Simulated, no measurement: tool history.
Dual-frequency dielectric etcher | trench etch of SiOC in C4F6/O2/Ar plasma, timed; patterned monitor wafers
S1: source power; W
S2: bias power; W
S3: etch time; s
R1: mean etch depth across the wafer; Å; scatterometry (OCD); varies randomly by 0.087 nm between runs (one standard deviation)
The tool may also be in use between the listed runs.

Run 1, day 0.000: S1 290 W, S2 152 W, S3 8.5 s. Result: R1 140.36 Å.
Run 2, day 0.300: S1 290 W, S2 135 W, S3 8.5 s. Result: R1 134.02 Å.
Run 3, day 0.442: S1 280 W, S2 134 W, S3 8.5 s. Result: R1 132.20 Å.
Run 4, day 0.646: S1 270 W, S2 133 W, S3 8.5 s. Result: R1 128.91 Å.
Run 5, day 0.975: S1 270 W, S2 133 W, S3 8.0 s. Result: R1 120.12 Å.
Run 6, day 1.204: S1 270 W, S2 112 W, S3 8.0 s. Result: R1 111.63 Å.
Run 7, day 1.300: S1 280 W, S2 113 W, S3 8.0 s. Result: R1 113.59 Å.
Run 8, day 1.512: S1 290 W, S2 114 W, S3 8.0 s. Result: R1 115.49 Å.
Run 9, day 1.567: S1 300 W, S2 115 W, S3 8.0 s. Result: R1 118.17 Å.

Expected results for the next run?
Run 10, day 1.629: S1 310 W, S2 116 W, S3 8.0 s. Result: R1 ?.

R1: 120.54 Å

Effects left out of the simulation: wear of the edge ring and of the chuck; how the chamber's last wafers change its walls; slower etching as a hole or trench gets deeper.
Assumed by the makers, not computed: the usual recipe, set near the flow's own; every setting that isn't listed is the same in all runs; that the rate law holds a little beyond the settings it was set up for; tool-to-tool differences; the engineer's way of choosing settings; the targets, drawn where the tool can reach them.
